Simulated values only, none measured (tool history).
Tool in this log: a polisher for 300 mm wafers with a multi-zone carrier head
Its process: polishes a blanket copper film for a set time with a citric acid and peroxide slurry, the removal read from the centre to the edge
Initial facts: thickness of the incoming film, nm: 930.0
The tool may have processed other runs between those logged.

run  hour  flow of slurry (ml/min)  pressure of the head's centre zone  pressure of the head's middle zone  pressure of the head's edge zone  abrasive content of the slurry  polishing time (s)  film removed at the wafer's centre (angstrom)  film removed at mid-radius (angstrom)  film removed at the wafer's edge (angstrom)
  1   0.0                      230                                1.00                                1.00                              1.00                            1.00                  58                                         1486.7                                 1532.5                                       1484.6
  2   7.0                      235                                1.01                                1.00                              1.01                            1.00                  58                                         1520.8                                 1508.5                                       1462.6
  3   9.3                      235                                1.01                                1.00                              1.02                            1.05                  58                                         1524.4                                 1532.3                                       1512.2
  4  17.0                      240                                1.02                                1.00                              1.03                            1.05                  58                                         1553.7                                 1540.0                                       1490.7
  5  17.8                      240                                1.02                                1.00                              1.03                            0.85                  58                                         1494.3                                 1452.0                                       1447.2
  6  24.4                      240                                1.02                                1.00                              1.03                            0.70                  58                                         1415.8                                 1355.8                                       1384.3
  7  28.0                      240                                1.03                                1.00                              1.04                            0.75                  58                                         1448.4                                 1400.7                                       1406.9
  8  33.9                      240                                1.04                                0.99                              1.05                            0.80                  58                                         1477.2                                 1395.9                                       1457.3
  9  36.0                      245                                1.05                                1.00                              1.06                            0.85                  58                                         1515.5                                 1415.6                                       1453.9
 10  40.2                      245                                1.06                                1.00                              1.07                            0.90                  58                                         1547.9                                 1459.1                                       1475.5
 11  45.7                      245                                1.07                                1.00                              1.08                            0.95                  58                                         1575.6                                 1501.4                                       1500.3
 12  53.2                      245                                1.08                                0.99                              1.09                            1.00                  58                                         1618.9                                 1486.3                                       1520.8
 13  61.4                      245                                1.08                                0.99                              1.10                            1.05                  58                                         1652.6                                 1523.6                                       1546.9

The next listed run, before its measurement:
 14  62.2                      245                                1.08                                0.99                              1.11                            1.05                  58                                              ?                                      ?                                            ?

film removed at the wafer's centre (angstrom): 1633.3
film removed at mid-radius (angstrom): 1489.0
film removed at the wafer's edge (angstrom): 1587.4

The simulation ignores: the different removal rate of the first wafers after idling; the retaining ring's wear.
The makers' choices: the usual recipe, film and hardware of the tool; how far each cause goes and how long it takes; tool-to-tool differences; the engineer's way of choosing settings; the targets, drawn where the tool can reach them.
